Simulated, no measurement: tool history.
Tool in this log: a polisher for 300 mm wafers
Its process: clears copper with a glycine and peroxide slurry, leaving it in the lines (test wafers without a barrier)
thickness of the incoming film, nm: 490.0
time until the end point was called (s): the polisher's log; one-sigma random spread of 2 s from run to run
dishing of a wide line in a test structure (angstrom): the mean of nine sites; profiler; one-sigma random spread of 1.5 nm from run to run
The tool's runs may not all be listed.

| run | day | flow of slurry (ml/min) | pressure of the wafer on the pad (kPa) | speed of the pad under the wafer (m/s) | overpolish time after the end point (s) | time until the end point was called (s) | dishing of a wide line in a test structure (angstrom) |
|---|---|---|---|---|---|---|---|
| 1 | 0 | 315 | 23.4 | 1.16 | 29 | 69.356 | 1060.8 |
| 2 | 0.138 | 290 | 23.4 | 1.16 | 29 | 71.661 | 1066.3 |
| 3 | 0.312 | 225 | 23.4 | 1.16 | 29 | 70.81 | 1060 |
| 4 | 0.342 | 225 | 21.4 | 1.16 | 29 | 77.874 | 964.7 |
| 5 | 0.55 | 225 | 17.9 | 1.12 | 32 | 94.617 | 891.37 |
| 6 | 0.9 | 225 | 16.5 | 1.1 | 34 | 103.19 | 895.49 |

Run 7 comes next. What will it give?
| 7 | 0.967 | 225 | 15.2 | 1.1 | 34 | ? | ? |

Run 7 produced time until the end point was called (s) 109.74, dishing of a wide line in a test structure (angstrom) 852.11.

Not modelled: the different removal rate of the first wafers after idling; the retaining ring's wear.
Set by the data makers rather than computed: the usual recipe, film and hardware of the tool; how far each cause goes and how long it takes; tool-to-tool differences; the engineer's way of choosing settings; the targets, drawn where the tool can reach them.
